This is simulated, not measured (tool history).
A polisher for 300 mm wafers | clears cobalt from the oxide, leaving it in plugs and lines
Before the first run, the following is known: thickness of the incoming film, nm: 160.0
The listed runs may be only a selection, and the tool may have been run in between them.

run,hour,flow of slurry (ml/min),pressure of the wafer on the pad (kPa),speed of the pad under the wafer (cm/s),overpolish time after the end point (s),time until the end point was called (s),dishing of a wide line in a test structure (Å)
1,0.0,160,10.3,128,17,30.590,329.290
2,7.8,155,9.7,122,15,34.117,320.440
3,10.0,170,9.0,112,14,38.368,300.700
4,17.0,180,8.3,104,13,43.787,270.930
5,25.5,180,8.3,126,13,38.087,284.530
6,32.3,190,7.6,120,12,43.039,270.630
7,38.5,200,6.9,116,11,46.891,240.530
8,40.5,200,6.9,116,11,47.297,246.440
9,47.9,205,6.9,112,10,49.909,213.810
10,55.0,210,6.9,110,10,49.393,222.620
11,63.6,215,6.9,108,10,51.570,227.210
12,67.6,215,6.9,106,9,52.335,208.910
13,74.1,215,6.9,104,9,53.507,202.710
14,81.9,215,4.8,98,5,77.655,92.688
15,84.2,220,4.8,96,6,80.038,114.510
16,88.5,220,4.8,96,6,77.694,110.950

For run 17, what comes out?
17,95.0,220,4.8,96,6,?,?

{"run 17": {"time until the end point was called (s)": 78.678, "dishing of a wide line in a test structure (Å)": 106.79}}
